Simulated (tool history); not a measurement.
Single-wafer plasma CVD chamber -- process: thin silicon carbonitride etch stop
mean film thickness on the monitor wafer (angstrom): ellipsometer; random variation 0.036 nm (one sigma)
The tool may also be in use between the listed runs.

run,hour,RF power (W),deposition time (s),mean film thickness on the monitor wafer (angstrom)
1,0,220,25.1,144.56
2,3.9,240,25.1,148.79
3,5.1,225,24.9,144.42
4,10.4,205,24.9,140.57
5,16.1,195,24.8,137.96
6,17.4,210,24.8,140.99

What will run 7 give?
7,19.4,200,24.7,?

{"run 7": {"mean film thickness on the monitor wafer (angstrom)": 138.7}}

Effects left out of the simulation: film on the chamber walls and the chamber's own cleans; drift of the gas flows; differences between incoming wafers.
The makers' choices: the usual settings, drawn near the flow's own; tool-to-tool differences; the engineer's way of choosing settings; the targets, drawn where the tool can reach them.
